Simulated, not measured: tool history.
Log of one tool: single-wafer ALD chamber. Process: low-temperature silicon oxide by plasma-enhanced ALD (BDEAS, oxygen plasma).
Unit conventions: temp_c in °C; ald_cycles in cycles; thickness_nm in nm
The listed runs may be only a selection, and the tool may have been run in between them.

{"run": 1, "hour": 0.0, "temp_c": 95, "ald_cycles": 22, "thickness_nm": 3.0694}
{"run": 2, "hour": 3.2, "temp_c": 98, "ald_cycles": 21, "thickness_nm": 2.9038}
{"run": 3, "hour": 9.4, "temp_c": 98, "ald_cycles": 24, "thickness_nm": 3.3009}
{"run": 4, "hour": 16.8, "temp_c": 92, "ald_cycles": 24, "thickness_nm": 3.3767}
{"run": 5, "hour": 24.1, "temp_c": 92, "ald_cycles": 27, "thickness_nm": 3.7872}
{"run": 6, "hour": 25.4, "temp_c": 92, "ald_cycles": 28, "thickness_nm": 3.929}

For run 7, what comes out?
{"run": 7, "hour": 32.7, "temp_c": 97, "ald_cycles": 26, "thickness_nm": "?"}

{"run 7": {"thickness_nm": 3.6047}}
